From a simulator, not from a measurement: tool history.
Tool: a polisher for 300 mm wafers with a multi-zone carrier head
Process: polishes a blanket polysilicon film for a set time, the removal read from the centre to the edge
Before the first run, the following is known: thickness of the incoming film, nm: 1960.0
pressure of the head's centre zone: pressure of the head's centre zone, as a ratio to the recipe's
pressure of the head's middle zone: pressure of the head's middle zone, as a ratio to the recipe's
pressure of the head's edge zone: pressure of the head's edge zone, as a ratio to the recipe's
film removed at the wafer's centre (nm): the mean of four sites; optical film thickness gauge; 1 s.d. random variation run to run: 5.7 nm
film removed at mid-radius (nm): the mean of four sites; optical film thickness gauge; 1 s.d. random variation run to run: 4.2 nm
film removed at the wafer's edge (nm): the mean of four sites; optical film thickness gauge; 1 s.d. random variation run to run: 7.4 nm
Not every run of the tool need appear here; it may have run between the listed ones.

| run | hour | flow of slurry (ml/min) | pressure of the head's centre zone | pressure of the head's middle zone | pressure of the head's edge zone | polishing time (s) | film removed at the wafer's centre (nm) | film removed at mid-radius (nm) | film removed at the wafer's edge (nm) |
|---|---|---|---|---|---|---|---|---|---|
| 1 | 0.0 | 295 | 1.00 | 1.00 | 1.00 | 85 | 586.87 | 598.44 | 582.85 |
| 2 | 0.5 | 305 | 1.01 | 1.01 | 1.01 | 85 | 594.67 | 603.46 | 581.82 |
| 3 | 9.4 | 365 | 1.01 | 1.01 | 1.01 | 85 | 607.67 | 607.75 | 587.60 |
| 4 | 17.8 | 365 | 1.01 | 1.02 | 1.02 | 85 | 610.19 | 606.70 | 595.04 |
| 5 | 23.4 | 365 | 1.01 | 1.02 | 1.02 | 69 | 494.43 | 496.61 | 477.80 |
| 6 | 23.9 | 365 | 1.01 | 1.09 | 1.02 | 69 | 487.01 | 518.81 | 481.81 |
| 7 | 26.5 | 360 | 1.02 | 1.10 | 1.03 | 72 | 525.36 | 547.00 | 494.21 |
| 8 | 31.6 | 360 | 1.01 | 1.10 | 1.04 | 75 | 530.52 | 572.96 | 522.76 |
| 9 | 39.7 | 360 | 1.02 | 1.10 | 1.06 | 77 | 554.50 | 585.76 | 550.84 |
| 10 | 40.6 | 360 | 1.03 | 1.11 | 1.07 | 78 | 572.82 | 587.41 | 554.93 |
| 11 | 43.0 | 360 | 1.03 | 1.12 | 1.08 | 79 | 570.14 | 608.88 | 558.97 |
| 12 | 51.7 | 360 | 1.04 | 1.12 | 1.10 | 80 | 584.24 | 608.78 | 572.54 |
| 13 | 57.3 | 360 | 1.04 | 1.13 | 1.11 | 81 | 592.37 | 629.59 | 582.70 |
| 14 | 60.0 | 360 | 1.04 | 1.13 | 1.12 | 82 | 599.01 | 636.22 | 594.67 |
|  | 66.1 | edge zone pressure recalibrated |
| 15 | 66.1 | 360 | 1.05 | 1.14 | 1.13 | 82 | 597.05 | 636.34 | 625.93 |
| 16 | 71.3 | 365 | 1.06 | 1.15 | 1.13 | 82 | 613.13 | 643.51 | 632.60 |
| 17 | 73.8 | 370 | 1.06 | 1.16 | 1.12 | 82 | 612.05 | 651.42 | 626.15 |
| 18 | 75.7 | 370 | 1.06 | 1.16 | 1.11 | 82 | 604.17 | 638.13 | 625.52 |

What will run 19 give?
| 19 | 77.0 | 355 | 1.06 | 1.15 | 1.12 | 83 | ? | ? | ? |

film removed at the wafer's centre (nm): 612.75
film removed at mid-radius (nm): 649.02
film removed at the wafer's edge (nm): 629.77
